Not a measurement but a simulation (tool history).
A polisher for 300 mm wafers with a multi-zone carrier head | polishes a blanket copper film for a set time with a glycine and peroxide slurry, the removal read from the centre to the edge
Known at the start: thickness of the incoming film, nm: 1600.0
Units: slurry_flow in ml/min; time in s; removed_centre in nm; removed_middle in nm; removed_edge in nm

run	day	slurry_flow	centre_zone	middle_zone	edge_zone	time	removed_centre	removed_middle	removed_edge
1	0.000	210	1.00	1.00	1.00	49	142.370	138.330	147.630
2	0.033	200	0.95	0.97	0.96	43	114.340	117.550	124.190
3	0.312	155	0.95	0.97	0.96	43	111.910	114.430	122.670
4	0.388	155	0.95	0.94	0.96	43	114.070	111.230	120.590
5	0.650	150	0.91	0.91	0.95	40	99.722	99.852	113.280
6	0.871	150	1.00	0.91	0.95	40	112.200	98.838	113.530
7	1.167	150	0.95	0.89	0.92	38	97.632	95.058	104.450
8	1.438	150	0.92	0.87	0.91	37	94.269	89.659	102.720

Run 9 comes next. What will it give?
9	1.654	150	0.89	0.86	0.88	36	?	?	?

removed_centre: 87.251 nm
removed_middle: 86.985 nm
removed_edge: 97.093 nm

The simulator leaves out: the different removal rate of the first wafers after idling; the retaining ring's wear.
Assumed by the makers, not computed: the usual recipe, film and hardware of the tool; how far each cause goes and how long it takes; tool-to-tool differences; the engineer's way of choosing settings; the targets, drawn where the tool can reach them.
